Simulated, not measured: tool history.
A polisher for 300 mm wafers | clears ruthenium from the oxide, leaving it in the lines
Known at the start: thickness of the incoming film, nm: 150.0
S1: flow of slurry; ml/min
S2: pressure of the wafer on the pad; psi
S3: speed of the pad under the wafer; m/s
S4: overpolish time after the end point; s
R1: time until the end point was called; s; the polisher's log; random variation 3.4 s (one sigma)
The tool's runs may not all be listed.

{"run": 1, "hour": 0.0, "S1": 190, "S2": 1.9, "S3": 0.9, "S4": 30, "R1": 171.16}
{"run": 2, "hour": 6.1, "S1": 190, "S2": 1.7, "S3": 0.9, "S4": 30, "R1": 196.26}
{"run": 3, "hour": 8.2, "S1": 215, "S2": 1.7, "S3": 0.9, "S4": 30, "R1": 185.91}
{"run": 4, "hour": 15.5, "S1": 215, "S2": 1.7, "S3": 0.68, "S4": 30, "R1": 247.07}
{"run": 5, "hour": 20.3, "S1": 210, "S2": 1.7, "S3": 0.68, "S4": 30, "R1": 248.46}
{"run": 6, "hour": 25.9, "S1": 210, "S2": 1.7, "S3": 0.68, "S4": 30, "R1": 248.38}
{"run": 7, "hour": 28.6, "S1": 205, "S2": 1.7, "S3": 0.68, "S4": 30, "R1": 251.88}

Forecast run 8:
{"run": 8, "hour": 35.4, "S1": 200, "S2": 1.7, "S3": 0.68, "S4": 30, "R1": "?"}

Run 8 gave R1 252.04 s.
